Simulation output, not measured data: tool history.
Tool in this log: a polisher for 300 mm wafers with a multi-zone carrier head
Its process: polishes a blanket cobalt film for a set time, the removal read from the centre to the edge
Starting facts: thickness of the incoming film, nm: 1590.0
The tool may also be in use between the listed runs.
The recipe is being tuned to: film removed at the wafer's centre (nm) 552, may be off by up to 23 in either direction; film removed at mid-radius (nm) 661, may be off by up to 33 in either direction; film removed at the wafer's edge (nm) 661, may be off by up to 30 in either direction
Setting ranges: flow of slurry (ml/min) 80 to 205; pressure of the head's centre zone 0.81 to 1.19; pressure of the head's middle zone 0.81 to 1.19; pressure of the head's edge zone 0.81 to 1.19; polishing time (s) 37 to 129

| run | hour | flow of slurry (ml/min) | pressure of the head's centre zone | pressure of the head's middle zone | pressure of the head's edge zone | polishing time (s) | film removed at the wafer's centre (nm) | film removed at mid-radius (nm) | film removed at the wafer's edge (nm) |
|---|---|---|---|---|---|---|---|---|---|
| 1 | 0 | 135 | 1 | 1 | 1 | 83 | 429.9 | 430.76 | 441.73 |
| 2 | 3 | 135 | 1 | 1 | 1 | 97 | 489.23 | 505.14 | 500.9 |
| 3 | 9.2 | 135 | 1.07 | 1 | 1 | 97 | 541.66 | 493.86 | 502.14 |
| 4 | 14.6 | 150 | 1.07 | 1 | 1 | 97 | 539.32 | 516.86 | 520.71 |
| 5 | 21.1 | 165 | 1.05 | 1.01 | 1.03 | 99 | 547.45 | 541.24 | 540.38 |
| 6 | 23.1 | 165 | 1.05 | 1.01 | 1.03 | 81 | 450.54 | 441.37 | 447 |
| 7 | 27 | 170 | 1.02 | 1.01 | 1.06 | 89 | 486.05 | 482.36 | 508.14 |
| 8 | 34.2 | 175 | 1 | 1.04 | 1.08 | 93 | 508.03 | 521.16 | 518.97 |
| 9 | 35.5 | 140 | 0.9 | 1.02 | 1.1 | 116 | 543.07 | 620.98 | 630.75 |

Pick the move, out of 5, that brings all results within their allowed miss; only one does.
| A | 36.8 | 155 | 0.99 | 1.18 | 0.96 | 109 | ? | ? | ? |
| B | 36.8 | 155 | 1.01 | 1.08 | 1.12 | 101 | ? | ? | ? |
| C | 36.8 | 140 | 1.01 | 1.05 | 1.09 | 107 | ? | ? | ? |
| D | 36.8 | 140 | 0.9 | 1.08 | 1.13 | 118 | ? | ? | ? |
| E | 36.8 | 145 | 1.02 | 1.15 | 1 | 101 | ? | ? | ? |

| move | film removed at the wafer's centre (nm) | film removed at mid-radius (nm) | film removed at the wafer's edge (nm) |
|---|---|---|---|
| A | 568.18 | 681.85 | 566 |
| B | 536.82 | 585.3 | 566.52 |
| C | 556.64 | 594.08 | 584.27 |
| D | 546.61 | 671.43 | 655.98 |
| E | 535.06 | 610.31 | 530.37 |
A: brings the result that was furthest off to its target, and leaves another outside
B: the biggest miss grows against the last run
C: the biggest miss grows against the last run
D: all results in spec
E: the biggest miss grows against the last run
The right move is D.
